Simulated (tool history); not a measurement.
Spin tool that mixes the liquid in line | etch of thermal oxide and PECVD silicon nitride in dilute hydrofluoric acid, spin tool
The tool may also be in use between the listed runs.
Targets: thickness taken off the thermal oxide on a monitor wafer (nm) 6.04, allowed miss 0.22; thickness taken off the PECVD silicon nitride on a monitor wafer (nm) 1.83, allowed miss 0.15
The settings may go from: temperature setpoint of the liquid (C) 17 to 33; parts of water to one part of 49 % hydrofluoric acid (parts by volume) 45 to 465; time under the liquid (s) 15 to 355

run	day	temperature setpoint of the liquid (C)	parts of water to one part of 49 % hydrofluoric acid (parts by volume)	time under the liquid (s)	thickness taken off the thermal oxide on a monitor wafer (nm)	thickness taken off the PECVD silicon nitride on a monitor wafer (nm)
1	0	25	255	180	2.9643	1.1377
2	0.275	21.5	255	180	2.5861	0.97996
3	0.608	22.5	230	175	2.9916	1.105
4	0.979	22.5	310	175	2.034	0.80609
5	1.229	25	310	175	2.2395	0.94904
6	1.412	28.5	310	175	2.5235	1.2149
7	1.558	27.5	270	170	2.8484	1.3127
8	1.912	26.5	235	170	3.3013	1.3271
9	1.967	26.5	205	165	3.696	1.4908
10	2.104	26	180	165	4.3561	1.7151
11	2.462	25	160	165	4.7972	1.7356
12	2.638	22.5	85	155	8.2364	2.6689
13	2.738	22	90	155	7.7541	2.3348
14	3.075	22	95	155	7.3309	2.1857
15	3.404	22	100	155	6.8073	2.1596
16	3.742	21.5	100	155	6.7338	2.0386
17	3.979	21.5	100	155	6.8277	2.0222
18	4.246	21.5	105	155	6.3676	1.9762
19	4.525	21.5	105	155	6.2674	2.0282

4 next moves are on the table. One of them brings every result within its allowed miss. Which?
A	4.804	22.5	130	195	?	?
B	4.804	22.5	85	110	?	?
C	4.804	20.5	110	175	?	?
D	4.804	17	45	80	?	?

move	thickness taken off the thermal oxide on a monitor wafer (nm)	thickness taken off the PECVD silicon nitride on a monitor wafer (nm)
A	6.4453	2.043
B	5.8619	1.7499
C	6.454	1.8899
D	6.6935	1.616
A: further off than the last run
B: meets every target
C: brings the result that was furthest off to its target, and leaves another outside
D: takes the result that was furthest off past its target
Move B is the one to make.

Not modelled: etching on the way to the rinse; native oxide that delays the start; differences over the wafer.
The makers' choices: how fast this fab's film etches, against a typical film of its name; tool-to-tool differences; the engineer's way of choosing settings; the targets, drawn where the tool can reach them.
